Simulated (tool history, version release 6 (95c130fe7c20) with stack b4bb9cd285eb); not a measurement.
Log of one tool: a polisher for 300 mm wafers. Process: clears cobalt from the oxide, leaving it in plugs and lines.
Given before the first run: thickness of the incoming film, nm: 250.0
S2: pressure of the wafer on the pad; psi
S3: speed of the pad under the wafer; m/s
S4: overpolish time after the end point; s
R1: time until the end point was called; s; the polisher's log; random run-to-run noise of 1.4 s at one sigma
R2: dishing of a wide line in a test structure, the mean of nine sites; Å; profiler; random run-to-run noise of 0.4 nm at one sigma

{"run": 1, "hour": 0.0, "flow of slurry (ml/min)": 270, "S2": 1.7, "S3": 0.82, "S4": 11, "R1": 63.166, "R2": 328.64}
{"run": 2, "hour": 7.1, "flow of slurry (ml/min)": 270, "S2": 2.1, "S3": 0.82, "S4": 11, "R1": 52.734, "R2": 378.83}
{"run": 3, "hour": 15.8, "flow of slurry (ml/min)": 270, "S2": 2.1, "S3": 0.82, "S4": 8, "R1": 52.298, "R2": 300.55}
{"run": 4, "hour": 22.7, "flow of slurry (ml/min)": 270, "S2": 2.1, "S3": 1.0, "S4": 8, "R1": 42.183, "R2": 348.41}
{"run": 5, "hour": 30.4, "flow of slurry (ml/min)": 300, "S2": 2.1, "S3": 1.0, "S4": 8, "R1": 40.548, "R2": 344.49}
{"run": 6, "hour": 32.6, "flow of slurry (ml/min)": 270, "S2": 1.9, "S3": 0.98, "S4": 10, "R1": 46.322, "R2": 367.18}
{"run": 7, "hour": 33.8, "flow of slurry (ml/min)": 265, "S2": 1.7, "S3": 0.94, "S4": 12, "R1": 56.337, "R2": 383.52}
{"run": 8, "hour": 41.8, "flow of slurry (ml/min)": 255, "S2": 1.6, "S3": 0.92, "S4": 13, "R1": 59.161, "R2": 381.8}
{"run": 9, "hour": 43.2, "flow of slurry (ml/min)": 250, "S2": 1.5, "S3": 0.9, "S4": 14, "R1": 64.061, "R2": 373.09}

The next listed run, before its measurement:
{"run": 10, "hour": 50.7, "flow of slurry (ml/min)": 255, "S2": 1.5, "S3": 0.88, "S4": 15, "R1": "?", "R2": "?"}

{"run 10": {"R1": 65.957, "R2": 391.05}}
